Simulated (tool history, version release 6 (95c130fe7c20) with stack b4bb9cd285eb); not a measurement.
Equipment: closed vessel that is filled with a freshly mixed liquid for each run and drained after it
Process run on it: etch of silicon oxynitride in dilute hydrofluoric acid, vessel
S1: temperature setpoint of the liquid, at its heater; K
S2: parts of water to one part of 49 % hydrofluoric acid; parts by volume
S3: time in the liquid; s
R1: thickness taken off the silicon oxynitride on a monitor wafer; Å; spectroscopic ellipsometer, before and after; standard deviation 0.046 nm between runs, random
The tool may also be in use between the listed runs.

run	hour	S1	S2	S3	R1
1	0.0	299.15	135	285	126.480
2	5.0	299.15	95	285	183.980
3	10.5	296.65	115	285	133.510
4	18.9	296.65	115	285	133.310
5	25.0	294.65	125	285	110.310
6	27.0	293.65	130	285	100.640
7	33.9	292.65	135	285	91.997
8	35.8	292.15	140	285	87.101
9	40.1	291.65	140	285	84.465

The next listed run, before its measurement:
# hour 45.5: hydrofluoric acid flow meter replaced
10	45.5	291.15	145	285	?

{"run 10": {"R1": 71.231}}
